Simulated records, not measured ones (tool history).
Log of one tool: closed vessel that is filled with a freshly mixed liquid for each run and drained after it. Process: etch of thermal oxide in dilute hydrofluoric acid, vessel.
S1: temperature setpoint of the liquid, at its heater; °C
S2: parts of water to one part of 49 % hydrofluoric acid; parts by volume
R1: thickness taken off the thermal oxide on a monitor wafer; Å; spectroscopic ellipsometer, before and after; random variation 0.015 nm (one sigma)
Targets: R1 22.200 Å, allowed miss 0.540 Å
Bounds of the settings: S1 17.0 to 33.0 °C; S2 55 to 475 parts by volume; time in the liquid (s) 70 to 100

{"run": 1, "hour": 0.0, "S1": 25.0, "S2": 265, "time in the liquid (s)": 100, "R1": 14.398}
{"run": 2, "hour": 8.8, "S1": 26.0, "S2": 260, "time in the liquid (s)": 100, "R1": 15.427}
{"run": 3, "hour": 16.7, "S1": 26.5, "S2": 260, "time in the liquid (s)": 100, "R1": 15.677}
{"run": 4, "hour": 21.2, "S1": 28.0, "S2": 260, "time in the liquid (s)": 100, "R1": 16.706}
{"run": 5, "hour": 23.5, "S1": 28.0, "S2": 260, "time in the liquid (s)": 100, "R1": 16.386}
{"run": 6, "hour": 24.1, "S1": 28.0, "S2": 260, "time in the liquid (s)": 100, "R1": 16.464}
{"run": 7, "hour": 24.8, "S1": 28.5, "S2": 255, "time in the liquid (s)": 100, "R1": 17.039}
{"run": 8, "hour": 32.6, "S1": 29.0, "S2": 250, "time in the liquid (s)": 100, "R1": 17.833}

Which of these 5 next moves meets every target?
{"run": "A", "hour": 40.4, "S1": 33.0, "S2": 250, "time in the liquid (s)": 100, "R1": "?"}
{"run": "B", "hour": 40.4, "S1": 25.5, "S2": 280, "time in the liquid (s)": 100, "R1": "?"}
{"run": "C", "hour": 40.4, "S1": 28.0, "S2": 220, "time in the liquid (s)": 100, "R1": "?"}
{"run": "D", "hour": 40.4, "S1": 29.5, "S2": 200, "time in the liquid (s)": 100, "R1": "?"}
{"run": "E", "hour": 40.4, "S1": 29.0, "S2": 210, "time in the liquid (s)": 100, "R1": "?"}

move=A R1=20.236
move=B R1=13.609
move=C R1=20.157
move=D R1=23.920
move=E R1=22.121
A: nearer than the last run, and not there yet
B: further off than the last run
C: nearer than the last run, and not there yet
D: takes the result that was furthest off past its target
E: meets every target
Move E is the one to make.
